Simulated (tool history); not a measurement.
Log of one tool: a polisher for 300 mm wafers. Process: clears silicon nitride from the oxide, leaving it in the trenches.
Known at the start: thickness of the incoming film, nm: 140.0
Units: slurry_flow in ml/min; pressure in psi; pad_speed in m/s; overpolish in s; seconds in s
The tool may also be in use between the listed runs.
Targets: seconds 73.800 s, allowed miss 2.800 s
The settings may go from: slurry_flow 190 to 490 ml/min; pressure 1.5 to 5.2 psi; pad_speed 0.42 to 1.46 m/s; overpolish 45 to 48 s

run	hour	slurry_flow	pressure	pad_speed	overpolish	seconds
1	0.0	315	3.3	0.94	45	104.920
2	1.6	315	3.5	0.94	45	96.990
3	9.8	315	3.7	0.94	45	92.849
4	11.2	315	3.9	0.94	45	86.138
5	20.0	315	3.9	0.74	45	108.360
6	27.9	315	4.2	0.74	45	101.380
7	36.2	315	4.4	0.74	45	97.016
8	38.4	315	4.6	0.76	45	90.101
9	41.7	315	5.2	0.80	45	77.468
10	48.4	315	5.2	0.80	45	76.996
11	50.6	315	5.2	0.80	45	76.877
# hour 53.0: head pressure recalibrated
12	53.0	315	5.2	0.84	45	79.682
13	55.3	315	5.2	0.86	45	78.593

5 next moves are on the table. One of them brings every result within its allowed miss. Which?
A	57.6	370	5.2	1.02	46	?
B	57.6	355	5.0	1.06	45	?
C	57.6	290	5.0	0.98	45	?
D	57.6	355	5.1	1.02	48	?
E	57.6	315	5.1	1.06	48	?

move	seconds
A	65.774
B	66.164
C	72.032
D	67.211
E	65.399
A: takes the result that was furthest off past its target
B: takes the result that was furthest off past its target
C: meets every target
D: takes the result that was furthest off past its target
E: takes the result that was furthest off past its target
Answer: C
